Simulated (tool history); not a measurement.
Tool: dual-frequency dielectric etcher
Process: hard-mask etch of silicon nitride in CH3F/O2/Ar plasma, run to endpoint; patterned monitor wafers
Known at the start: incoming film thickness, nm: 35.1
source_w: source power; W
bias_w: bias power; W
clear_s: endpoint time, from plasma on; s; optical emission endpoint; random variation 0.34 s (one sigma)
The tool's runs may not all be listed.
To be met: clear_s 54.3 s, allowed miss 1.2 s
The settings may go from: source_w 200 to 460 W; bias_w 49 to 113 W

run	hour	source_w	bias_w	clear_s
1	0	330	81	49.828
2	5.9	320	80	49.977
3	6.5	350	80	48.513
4	7.3	350	91	47.019
5	15	340	90	47.739
6	20.1	310	90	48.604
7	26.9	300	88	49.741
8	31.4	290	87	50.541

Which of these 5 next moves meets every target?
A	35.9	360	96	?
B	35.9	230	75	?
C	35.9	350	97	?
D	35.9	200	97	?
E	35.9	350	82	?

move	clear_s
A	45.241
B	56.638
C	45.5
D	54.186
E	48.106
A: further off than the last run
B: takes the result that was furthest off past its target
C: further off than the last run
D: meets every target
E: further off than the last run
The right move is D.
